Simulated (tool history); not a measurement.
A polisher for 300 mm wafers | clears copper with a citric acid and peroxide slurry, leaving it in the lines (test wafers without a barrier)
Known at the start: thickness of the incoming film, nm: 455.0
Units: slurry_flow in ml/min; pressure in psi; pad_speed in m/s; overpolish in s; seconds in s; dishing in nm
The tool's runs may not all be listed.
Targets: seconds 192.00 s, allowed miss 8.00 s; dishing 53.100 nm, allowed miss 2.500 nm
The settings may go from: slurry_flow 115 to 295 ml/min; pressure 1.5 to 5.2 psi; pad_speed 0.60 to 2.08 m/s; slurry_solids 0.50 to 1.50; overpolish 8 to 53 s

run 1 hour=0.0 | slurry_flow=190 pressure=3.3 pad_speed=1.34 slurry_solids=1.00 overpolish=27 | seconds=173.37 dishing=44.183
run 2 hour=1.2 | slurry_flow=190 pressure=3.3 pad_speed=1.34 slurry_solids=1.00 overpolish=28 | seconds=177.79 dishing=45.273
run 3 hour=9.7 | slurry_flow=190 pressure=3.7 pad_speed=1.34 slurry_solids=1.00 overpolish=28 | seconds=161.27 dishing=49.176
run 4 hour=13.9 | slurry_flow=190 pressure=3.7 pad_speed=1.50 slurry_solids=1.00 overpolish=28 | seconds=144.56 dishing=53.461
run 5 hour=14.6 | slurry_flow=190 pressure=3.6 pad_speed=1.50 slurry_solids=1.00 overpolish=29 | seconds=148.48 dishing=54.483
run 6 hour=20.6 | slurry_flow=190 pressure=3.6 pad_speed=1.36 slurry_solids=1.00 overpolish=29 | seconds=162.47 dishing=50.824
run 7 hour=28.4 | slurry_flow=190 pressure=3.5 pad_speed=1.36 slurry_solids=1.00 overpolish=30 | seconds=161.97 dishing=50.382
run 8 hour=33.8 | slurry_flow=185 pressure=3.4 pad_speed=1.36 slurry_solids=1.00 overpolish=31 | seconds=168.02 dishing=50.889
run 9 hour=37.5 | slurry_flow=185 pressure=3.3 pad_speed=1.36 slurry_solids=1.00 overpolish=32 | seconds=173.27 dishing=51.578
run 10 hour=44.1 | slurry_flow=185 pressure=3.3 pad_speed=1.36 slurry_solids=1.00 overpolish=32 | seconds=174.47 dishing=51.397
run 11 hour=49.0 | slurry_flow=185 pressure=3.3 pad_speed=1.36 slurry_solids=1.00 overpolish=33 | seconds=174.22 dishing=53.110
-- hour=50.1 slurry blender recalibrated
run 12 hour=50.1 | slurry_flow=175 pressure=3.0 pad_speed=1.36 slurry_solids=1.00 overpolish=36 | seconds=170.22 dishing=58.312

Which of these 4 next moves meets every target?
run A hour=51.2 | slurry_flow=175 pressure=2.5 pad_speed=1.32 slurry_solids=1.15 overpolish=38 | seconds=? dishing=?
run B hour=51.2 | slurry_flow=175 pressure=3.2 pad_speed=1.14 slurry_solids=0.90 overpolish=44 | seconds=? dishing=?
run C hour=51.2 | slurry_flow=160 pressure=2.9 pad_speed=1.30 slurry_solids=1.20 overpolish=33 | seconds=? dishing=?
run D hour=51.2 | slurry_flow=190 pressure=2.4 pad_speed=1.38 slurry_solids=1.00 overpolish=46 | seconds=? dishing=?

move=A seconds=189.33 dishing=54.794
move=B seconds=195.24 dishing=60.376
move=C seconds=171.76 dishing=53.412
move=D seconds=194.16 dishing=61.545
A: meets every target
B: brings the result that was furthest off to its target, and leaves another outside
C: nearer than the last run, and not there yet
D: brings the result that was furthest off to its target, and leaves another outside
The right move is A.
